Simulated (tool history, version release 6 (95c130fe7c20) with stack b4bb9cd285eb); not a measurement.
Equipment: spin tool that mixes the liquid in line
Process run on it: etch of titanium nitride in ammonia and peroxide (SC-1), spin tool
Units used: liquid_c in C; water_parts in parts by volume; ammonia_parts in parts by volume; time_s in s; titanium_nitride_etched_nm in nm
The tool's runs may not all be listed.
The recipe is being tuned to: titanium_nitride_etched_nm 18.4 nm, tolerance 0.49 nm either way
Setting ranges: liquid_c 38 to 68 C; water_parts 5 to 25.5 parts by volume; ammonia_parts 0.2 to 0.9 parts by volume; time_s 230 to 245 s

{"run": 1, "hour": 0.0, "liquid_c": 52, "water_parts": 14.5, "ammonia_parts": 0.5, "time_s": 230, "titanium_nitride_etched_nm": 11.612}
{"run": 2, "hour": 8.4, "liquid_c": 52, "water_parts": 9.5, "ammonia_parts": 0.5, "time_s": 230, "titanium_nitride_etched_nm": 14.533}
{"run": 3, "hour": 17.3, "liquid_c": 52.5, "water_parts": 9.5, "ammonia_parts": 0.5, "time_s": 230, "titanium_nitride_etched_nm": 15.238}
{"run": 4, "hour": 19.9, "liquid_c": 53, "water_parts": 9.5, "ammonia_parts": 0.5, "time_s": 230, "titanium_nitride_etched_nm": 15.58}
{"run": 5, "hour": 24.9, "liquid_c": 53, "water_parts": 9.5, "ammonia_parts": 0.35, "time_s": 230, "titanium_nitride_etched_nm": 14.738}
{"run": 6, "hour": 26.1, "liquid_c": 53, "water_parts": 9.5, "ammonia_parts": 0.25, "time_s": 230, "titanium_nitride_etched_nm": 13.889}
{"run": 7, "hour": 29.2, "liquid_c": 53.5, "water_parts": 9.5, "ammonia_parts": 0.25, "time_s": 230, "titanium_nitride_etched_nm": 14.161}
{"run": 8, "hour": 32.0, "liquid_c": 58, "water_parts": 9.5, "ammonia_parts": 0.25, "time_s": 230, "titanium_nitride_etched_nm": 19.115}

Which one of the following 4 next-run settings gets every result inside its allowed miss? There is exactly one.
{"run": "A", "hour": 34.8, "liquid_c": 53, "water_parts": 6, "ammonia_parts": 0.35, "time_s": 230, "titanium_nitride_etched_nm": "?"}
{"run": "B", "hour": 34.8, "liquid_c": 55.5, "water_parts": 6, "ammonia_parts": 0.2, "time_s": 235, "titanium_nitride_etched_nm": "?"}
{"run": "C", "hour": 34.8, "liquid_c": 58, "water_parts": 11, "ammonia_parts": 0.3, "time_s": 245, "titanium_nitride_etched_nm": "?"}
{"run": "D", "hour": 34.8, "liquid_c": 57.5, "water_parts": 10.5, "ammonia_parts": 0.5, "time_s": 230, "titanium_nitride_etched_nm": "?"}

move=A titanium_nitride_etched_nm=18.523
move=B titanium_nitride_etched_nm=20.301
move=C titanium_nitride_etched_nm=19.673
move=D titanium_nitride_etched_nm=20.082
A: all results land within tolerance of their targets
B: further off than the last run
C: further off than the last run
D: further off than the last run
A meets every target.

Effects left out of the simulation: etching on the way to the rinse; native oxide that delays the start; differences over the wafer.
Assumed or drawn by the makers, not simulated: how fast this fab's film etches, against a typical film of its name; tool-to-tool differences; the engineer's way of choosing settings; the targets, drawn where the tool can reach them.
